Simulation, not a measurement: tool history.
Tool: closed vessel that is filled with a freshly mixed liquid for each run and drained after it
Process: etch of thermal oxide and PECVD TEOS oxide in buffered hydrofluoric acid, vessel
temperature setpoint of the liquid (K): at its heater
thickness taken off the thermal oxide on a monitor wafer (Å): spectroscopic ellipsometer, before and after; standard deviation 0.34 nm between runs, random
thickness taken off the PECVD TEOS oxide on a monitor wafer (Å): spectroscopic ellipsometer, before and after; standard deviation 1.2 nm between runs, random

run,day,temperature setpoint of the liquid (K),parts of 40 % ammonium fluoride to one part of 49 % hydrofluoric acid (parts by volume),time in the liquid (s),thickness taken off the thermal oxide on a monitor wafer (Å),thickness taken off the PECVD TEOS oxide on a monitor wafer (Å)
1,0,298.15,10,60,729.34,2274
2,0.367,297.15,10,60,691.43,2140.9
3,0.692,297.15,8,60,840.99,2600
4,0.904,296.65,8.5,60,772.96,2390
5,1.029,296.15,8.5,60,745.84,2278.2
6,1.221,295.65,8.5,60,724.91,2225.6

Run 7, settings as shown, results not yet in. Your forecast:
7,1.404,295.15,8.5,60,?,?

For run 7 the tool returned thickness taken off the thermal oxide on a monitor wafer (Å) 712.69, thickness taken off the PECVD TEOS oxide on a monitor wafer (Å) 2159.

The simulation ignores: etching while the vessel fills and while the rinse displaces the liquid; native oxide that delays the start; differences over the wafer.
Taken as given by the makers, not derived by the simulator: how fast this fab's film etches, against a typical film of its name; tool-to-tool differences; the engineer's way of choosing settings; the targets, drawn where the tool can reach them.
